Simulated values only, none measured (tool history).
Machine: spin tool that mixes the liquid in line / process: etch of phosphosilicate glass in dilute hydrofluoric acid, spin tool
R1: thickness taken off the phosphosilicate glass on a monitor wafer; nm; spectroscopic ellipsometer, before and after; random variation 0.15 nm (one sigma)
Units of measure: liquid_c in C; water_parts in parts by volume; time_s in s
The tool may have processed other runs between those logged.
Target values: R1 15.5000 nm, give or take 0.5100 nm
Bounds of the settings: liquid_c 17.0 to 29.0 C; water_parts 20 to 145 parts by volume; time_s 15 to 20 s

{"run": 1, "hour": 0.0, "liquid_c": 21.0, "water_parts": 80, "time_s": 20, "R1": 13.694}
{"run": 2, "hour": 4.4, "liquid_c": 21.5, "water_parts": 80, "time_s": 20, "R1": 13.996}
{"run": 3, "hour": 11.6, "liquid_c": 21.5, "water_parts": 100, "time_s": 20, "R1": 11.004}
{"run": 4, "hour": 13.6, "liquid_c": 23.0, "water_parts": 100, "time_s": 20, "R1": 11.584}
{"run": 5, "hour": 15.8, "liquid_c": 23.0, "water_parts": 125, "time_s": 20, "R1": 8.9516}
{"hour": 21.3, "done": "thermometer replaced"}
{"run": 6, "hour": 21.3, "liquid_c": 23.0, "water_parts": 125, "time_s": 20, "R1": 8.6675}
{"run": 7, "hour": 28.9, "liquid_c": 27.0, "water_parts": 95, "time_s": 20, "R1": 13.88}
{"run": 8, "hour": 32.7, "liquid_c": 27.5, "water_parts": 95, "time_s": 20, "R1": 14.191}

Exactly one of the 4 candidate moves below puts every result within its allowed miss. Which one?
{"run": "A", "hour": 36.5, "liquid_c": 28.0, "water_parts": 95, "time_s": 20, "R1": "?"}
{"run": "B", "hour": 36.5, "liquid_c": 27.0, "water_parts": 105, "time_s": 20, "R1": "?"}
{"run": "C", "hour": 36.5, "liquid_c": 23.0, "water_parts": 75, "time_s": 20, "R1": "?"}
{"run": "D", "hour": 36.5, "liquid_c": 29.0, "water_parts": 75, "time_s": 15, "R1": "?"}

move=A R1=14.5140
move=B R1=12.4700
move=C R1=15.4850
move=D R1=14.7360
A: closes in on the targets versus the last run, not all within tolerance yet
B: moves away from the targets compared with the last run
C: all results land within tolerance of their targets
D: closes in on the targets versus the last run, not all within tolerance yet
The move that meets every target is C.
